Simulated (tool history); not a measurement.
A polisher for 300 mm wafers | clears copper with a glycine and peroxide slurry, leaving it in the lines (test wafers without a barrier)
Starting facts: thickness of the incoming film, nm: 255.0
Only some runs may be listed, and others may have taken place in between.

run	hour	flow of slurry (ml/min)	pressure of the wafer on the pad (kPa)	speed of the pad under the wafer (cm/s)	overpolish time after the end point (s)	time until the end point was called (s)	dishing of a wide line in a test structure (nm)
1	0	285	11.7	98	15	70.803	35.388
2	1.4	285	10.3	96	14	78.434	30.722
3	3.2	285	10.3	120	14	66.49	35.14
4	6.5	285	9.7	116	13	70.253	31.353
5	12.2	285	9.7	116	9	69.548	23.292
6	17.1	285	9	112	10	74.595	22.994
7	18.4	285	8.3	110	11	81.433	24.624
8	22.7	285	8.3	110	11	79.965	24.459

What will run 9 give?
9	28.5	285	7.6	108	11	?	?

time until the end point was called (s): 84.358
dishing of a wide line in a test structure (nm): 23.032
